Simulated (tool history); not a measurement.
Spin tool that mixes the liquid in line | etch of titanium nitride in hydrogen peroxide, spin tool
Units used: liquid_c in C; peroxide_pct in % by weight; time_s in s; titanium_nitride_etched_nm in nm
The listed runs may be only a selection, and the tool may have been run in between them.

| run | hour | liquid_c | peroxide_pct | time_s | titanium_nitride_etched_nm |
|---|---|---|---|---|---|
| 1 | 0 | 52 | 18 | 265 | 21.395 |
| 2 | 4.9 | 53 | 18 | 265 | 23.373 |
| 3 | 13.7 | 53 | 18 | 265 | 22.727 |
| 4 | 20.4 | 54 | 18 | 265 | 24.666 |
| 5 | 25 | 47 | 18 | 265 | 14.836 |
| 6 | 27.1 | 49.5 | 18 | 265 | 17.73 |

Estimate the outcome of run 7 from the log above:
| 7 | 28.6 | 51 | 18 | 265 | ? |

{"run 7": {"titanium_nitride_etched_nm": 20.09}}
